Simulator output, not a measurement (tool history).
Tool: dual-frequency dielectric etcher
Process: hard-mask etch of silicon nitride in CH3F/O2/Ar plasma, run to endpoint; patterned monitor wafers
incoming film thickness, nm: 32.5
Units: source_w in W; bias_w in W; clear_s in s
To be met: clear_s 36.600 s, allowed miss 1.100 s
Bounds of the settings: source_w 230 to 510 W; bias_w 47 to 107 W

run 1 hour=0.0 | source_w=370 bias_w=77 | clear_s=43.005
run 2 hour=7.8 | source_w=370 bias_w=70 | clear_s=44.568
run 3 hour=15.9 | source_w=370 bias_w=58 | clear_s=47.888
run 4 hour=19.3 | source_w=390 bias_w=61 | clear_s=45.916
run 5 hour=23.1 | source_w=400 bias_w=63 | clear_s=44.854
run 6 hour=28.2 | source_w=450 bias_w=63 | clear_s=43.797
run 7 hour=32.1 | source_w=460 bias_w=66 | clear_s=42.409
run 8 hour=36.4 | source_w=470 bias_w=68 | clear_s=41.684
run 9 hour=38.0 | source_w=470 bias_w=70 | clear_s=41.183
run 10 hour=46.3 | source_w=470 bias_w=72 | clear_s=40.755
run 11 hour=50.6 | source_w=470 bias_w=74 | clear_s=40.258
run 12 hour=56.3 | source_w=470 bias_w=75 | clear_s=40.069
run 13 hour=63.4 | source_w=470 bias_w=76 | clear_s=39.832
run 14 hour=64.9 | source_w=470 bias_w=77 | clear_s=39.693
run 15 hour=73.1 | source_w=470 bias_w=78 | clear_s=39.801
-- hour=81.9 wet clean of the chamber
run 16 hour=81.9 | source_w=510 bias_w=90 | clear_s=34.994

4 next moves are on the table. One of them brings every result within its allowed miss. Which?
run A hour=90.7 | source_w=510 bias_w=102 | clear_s=?
run B hour=90.7 | source_w=450 bias_w=87 | clear_s=?
run C hour=90.7 | source_w=510 bias_w=94 | clear_s=?
run D hour=90.7 | source_w=510 bias_w=93 | clear_s=?

move=A clear_s=33.374
move=B clear_s=37.000
move=C clear_s=34.487
move=D clear_s=34.635
A: further off than the last run
B: meets every target
C: further off than the last run
D: further off than the last run
Move B is the one to make.
